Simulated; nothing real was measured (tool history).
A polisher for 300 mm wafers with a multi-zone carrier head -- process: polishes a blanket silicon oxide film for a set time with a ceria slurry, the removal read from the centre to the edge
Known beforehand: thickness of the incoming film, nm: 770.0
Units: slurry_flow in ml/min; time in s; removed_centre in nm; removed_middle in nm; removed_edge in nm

run 1 day=0 | slurry_flow=195 centre_zone=1 middle_zone=1 edge_zone=1 time=32 | removed_centre=172.25 removed_middle=169.27 removed_edge=167.15
run 2 day=0.192 | slurry_flow=195 centre_zone=1.03 middle_zone=1 edge_zone=1 time=32 | removed_centre=171.86 removed_middle=166.77 removed_edge=167.84
run 3 day=0.412 | slurry_flow=195 centre_zone=1.03 middle_zone=1 edge_zone=0.94 time=32 | removed_centre=171.96 removed_middle=166.01 removed_edge=163.02
run 4 day=0.729 | slurry_flow=210 centre_zone=1.03 middle_zone=1.05 edge_zone=0.99 time=33 | removed_centre=179.68 removed_middle=181.77 removed_edge=172.61
run 5 day=1.088 | slurry_flow=210 centre_zone=1.09 middle_zone=1.05 edge_zone=0.99 time=33 | removed_centre=193.91 removed_middle=182.27 removed_edge=172.87
run 6 day=1.342 | slurry_flow=220 centre_zone=1.07 middle_zone=1.09 edge_zone=1.03 time=34 | removed_centre=195.12 removed_middle=200.36 removed_edge=181.5

Run 7 comes next. What will it give?
run 7 day=1.496 | slurry_flow=260 centre_zone=1.06 middle_zone=1.13 edge_zone=1.13 time=35 | removed_centre=? removed_middle=? removed_edge=?

Run 7 produced removed_centre 204.74 nm, removed_middle 209.53 nm, removed_edge 191.15 nm.

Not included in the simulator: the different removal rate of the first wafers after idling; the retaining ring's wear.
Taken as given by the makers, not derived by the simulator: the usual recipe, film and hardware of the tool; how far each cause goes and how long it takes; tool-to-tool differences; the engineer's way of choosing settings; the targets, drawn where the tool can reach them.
